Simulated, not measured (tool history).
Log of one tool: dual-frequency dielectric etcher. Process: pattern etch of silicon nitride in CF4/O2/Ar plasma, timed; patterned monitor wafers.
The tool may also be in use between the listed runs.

| run | hour | source power (kW) | bias power (kW) | Ar flow (sccm) | CF4 flow (sccm) | etch time (s) | mean etch depth across the wafer (Å) |
|---|---|---|---|---|---|---|---|
| 1 | 0 | 0.42 | 0.036 | 99 | 138 | 170.5 | 2701.1 |
| 2 | 6.2 | 0.44 | 0.036 | 99 | 138 | 170.5 | 2798.2 |
| 3 | 11.5 | 0.46 | 0.036 | 99 | 138 | 170.5 | 2954.2 |
| 4 | 12.4 | 0.46 | 0.036 | 93 | 138 | 170.5 | 2930.9 |
| 5 | 15.9 | 0.46 | 0.036 | 93 | 127 | 170.5 | 2931.9 |
| 6 | 22.8 | 0.47 | 0.036 | 93 | 127 | 170.5 | 2997.4 |

The next listed run, before its measurement:
| 7 | 30.5 | 0.48 | 0.036 | 93 | 127 | 170.5 | ? |

Run 7 gave mean etch depth across the wafer (Å) 3063.7.

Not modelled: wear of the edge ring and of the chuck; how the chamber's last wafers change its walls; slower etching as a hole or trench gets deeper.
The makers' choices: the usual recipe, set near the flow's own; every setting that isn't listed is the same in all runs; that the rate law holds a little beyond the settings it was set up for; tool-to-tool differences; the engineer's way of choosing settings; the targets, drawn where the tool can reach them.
